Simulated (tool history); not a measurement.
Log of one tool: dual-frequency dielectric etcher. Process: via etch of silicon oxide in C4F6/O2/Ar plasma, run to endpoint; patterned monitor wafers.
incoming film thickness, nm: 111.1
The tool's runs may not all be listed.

| run | day | bias power (kW) | source power (kW) | Ar flow (sccm) | endpoint time (s) |
|---|---|---|---|---|---|
| 1 | 0.000 | 0.479 | 0.440 | 280 | 23.325 |
| 2 | 0.025 | 0.479 | 0.390 | 280 | 24.460 |
| 3 | 0.125 | 0.479 | 0.330 | 280 | 25.972 |
| 4 | 0.462 | 0.479 | 0.330 | 299 | 26.309 |
| 5 | 0.517 | 0.479 | 0.370 | 299 | 25.302 |
| 6 | 0.629 | 0.506 | 0.390 | 296 | 23.776 |
| 7 | 0.971 | 0.602 | 0.420 | 293 | 21.546 |

Run 8 has not been measured yet. What should we expect?
| 8 | 1.225 | 0.612 | 0.430 | 292 | ? |

Run 8 gave endpoint time (s) 21.141.
